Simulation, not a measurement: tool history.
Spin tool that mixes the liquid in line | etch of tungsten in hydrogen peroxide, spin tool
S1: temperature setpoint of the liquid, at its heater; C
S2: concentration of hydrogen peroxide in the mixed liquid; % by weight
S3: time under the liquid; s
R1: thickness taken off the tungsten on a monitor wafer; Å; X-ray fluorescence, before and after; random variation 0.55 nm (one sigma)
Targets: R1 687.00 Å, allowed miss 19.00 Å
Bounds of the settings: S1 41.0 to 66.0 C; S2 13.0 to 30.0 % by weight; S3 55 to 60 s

| run | hour | S1 | S2 | S3 | R1 |
|---|---|---|---|---|---|
| 1 | 0.0 | 57.0 | 26.0 | 55 | 1458.60 |
| 2 | 1.4 | 53.5 | 26.0 | 55 | 1194.80 |
| 3 | 2.7 | 50.5 | 26.0 | 55 | 974.44 |
| 4 | 10.6 | 50.5 | 26.0 | 55 | 991.08 |
| 5 | 19.5 | 48.5 | 26.0 | 55 | 868.92 |
| 6 | 22.8 | 48.5 | 30.0 | 55 | 936.78 |
| 7 | 31.3 | 47.0 | 30.0 | 55 | 849.43 |
| 8 | 40.2 | 46.0 | 30.0 | 55 | 807.78 |
| 9 | 43.3 | 45.0 | 30.0 | 55 | 768.61 |
| 10 | 46.2 | 42.5 | 30.0 | 55 | 640.86 |
| 11 | 48.0 | 43.0 | 30.0 | 55 | 668.32 |

4 next moves are on the table. One of them brings every result within its allowed miss. Which?
| A | 49.8 | 42.5 | 29.5 | 55 | ? |
| B | 49.8 | 41.0 | 30.0 | 60 | ? |
| C | 49.8 | 42.5 | 30.0 | 55 | ? |
| D | 49.8 | 42.0 | 30.0 | 60 | ? |

| move | R1 |
|---|---|
| A | 637.77 |
| B | 637.05 |
| C | 643.15 |
| D | 679.47 |
A: further off than the last run
B: further off than the last run
C: further off than the last run
D: meets every target
The right move is D.
